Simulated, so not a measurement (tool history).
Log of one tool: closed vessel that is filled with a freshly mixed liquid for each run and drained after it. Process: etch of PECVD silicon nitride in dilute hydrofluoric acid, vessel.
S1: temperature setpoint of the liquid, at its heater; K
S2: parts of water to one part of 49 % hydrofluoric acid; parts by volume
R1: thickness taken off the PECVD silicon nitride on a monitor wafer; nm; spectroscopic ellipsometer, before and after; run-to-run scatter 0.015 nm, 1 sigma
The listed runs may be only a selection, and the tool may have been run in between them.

run 1 hour=0.0 | S1=297.15 S2=95 time_in_the_liquid_(s)=230 | R1=3.9280
run 2 hour=3.9 | S1=299.15 S2=95 time_in_the_liquid_(s)=230 | R1=4.5392
run 3 hour=10.2 | S1=299.15 S2=115 time_in_the_liquid_(s)=230 | R1=3.7425
run 4 hour=12.4 | S1=299.15 S2=145 time_in_the_liquid_(s)=230 | R1=2.9366
run 5 hour=13.6 | S1=297.65 S2=145 time_in_the_liquid_(s)=230 | R1=2.6775
run 6 hour=17.8 | S1=296.65 S2=145 time_in_the_liquid_(s)=230 | R1=2.5158
run 7 hour=25.8 | S1=296.15 S2=145 time_in_the_liquid_(s)=230 | R1=2.4372

What does the tool deliver on the next run?
run 8 hour=31.1 | S1=293.65 S2=145 time_in_the_liquid_(s)=230 | R1=?

{"run 8": {"R1": 2.0541}}
